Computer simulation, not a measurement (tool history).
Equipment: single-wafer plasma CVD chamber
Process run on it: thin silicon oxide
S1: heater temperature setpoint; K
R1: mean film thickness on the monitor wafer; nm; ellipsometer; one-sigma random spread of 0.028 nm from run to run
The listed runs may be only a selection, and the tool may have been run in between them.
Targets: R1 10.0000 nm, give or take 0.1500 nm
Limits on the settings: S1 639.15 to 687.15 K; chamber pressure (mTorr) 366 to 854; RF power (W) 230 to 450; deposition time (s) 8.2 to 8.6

{"run": 1, "hour": 0.0, "S1": 663.15, "chamber pressure (mTorr)": 610, "RF power (W)": 340, "deposition time (s)": 8.6, "R1": 13.511}
{"run": 2, "hour": 8.7, "S1": 663.15, "chamber pressure (mTorr)": 583, "RF power (W)": 340, "deposition time (s)": 8.6, "R1": 12.844}
{"run": 3, "hour": 15.3, "S1": 663.15, "chamber pressure (mTorr)": 561, "RF power (W)": 340, "deposition time (s)": 8.6, "R1": 12.439}
{"run": 4, "hour": 17.7, "S1": 663.15, "chamber pressure (mTorr)": 541, "RF power (W)": 340, "deposition time (s)": 8.6, "R1": 11.921}
{"run": 5, "hour": 26.0, "S1": 663.15, "chamber pressure (mTorr)": 526, "RF power (W)": 340, "deposition time (s)": 8.6, "R1": 11.624}
{"run": 6, "hour": 32.5, "S1": 663.15, "chamber pressure (mTorr)": 513, "RF power (W)": 340, "deposition time (s)": 8.6, "R1": 11.389}
{"hour": 40.4, "done": "RF generator calibrated"}
{"run": 7, "hour": 40.4, "S1": 663.15, "chamber pressure (mTorr)": 501, "RF power (W)": 340, "deposition time (s)": 8.6, "R1": 11.387}
{"run": 8, "hour": 44.6, "S1": 663.15, "chamber pressure (mTorr)": 487, "RF power (W)": 340, "deposition time (s)": 8.6, "R1": 10.997}
{"run": 9, "hour": 49.9, "S1": 663.15, "chamber pressure (mTorr)": 478, "RF power (W)": 340, "deposition time (s)": 8.6, "R1": 10.79}
{"run": 10, "hour": 51.8, "S1": 663.15, "chamber pressure (mTorr)": 471, "RF power (W)": 340, "deposition time (s)": 8.6, "R1": 10.633}
{"run": 11, "hour": 58.4, "S1": 663.15, "chamber pressure (mTorr)": 465, "RF power (W)": 340, "deposition time (s)": 8.6, "R1": 10.532}
{"run": 12, "hour": 66.4, "S1": 663.15, "chamber pressure (mTorr)": 431, "RF power (W)": 340, "deposition time (s)": 8.6, "R1": 9.7163}

Next run, 4 choices. One meets every target within its allowed miss, the rest don't. Which?
{"run": "A", "hour": 74.4, "S1": 650.15, "chamber pressure (mTorr)": 496, "RF power (W)": 315, "deposition time (s)": 8.2, "R1": "?"}
{"run": "B", "hour": 74.4, "S1": 649.15, "chamber pressure (mTorr)": 431, "RF power (W)": 315, "deposition time (s)": 8.6, "R1": "?"}
{"run": "C", "hour": 74.4, "S1": 660.15, "chamber pressure (mTorr)": 431, "RF power (W)": 330, "deposition time (s)": 8.6, "R1": "?"}
{"run": "D", "hour": 74.4, "S1": 663.15, "chamber pressure (mTorr)": 447, "RF power (W)": 330, "deposition time (s)": 8.6, "R1": "?"}

move=A R1=10.4660
move=B R1=9.5427
move=C R1=9.6380
move=D R1=9.9928
A: takes the result that was furthest off past its target
B: lands further from the targets than the last run did
C: lands further from the targets than the last run did
D: every result within its allowed miss
Go with D: it meets all targets.
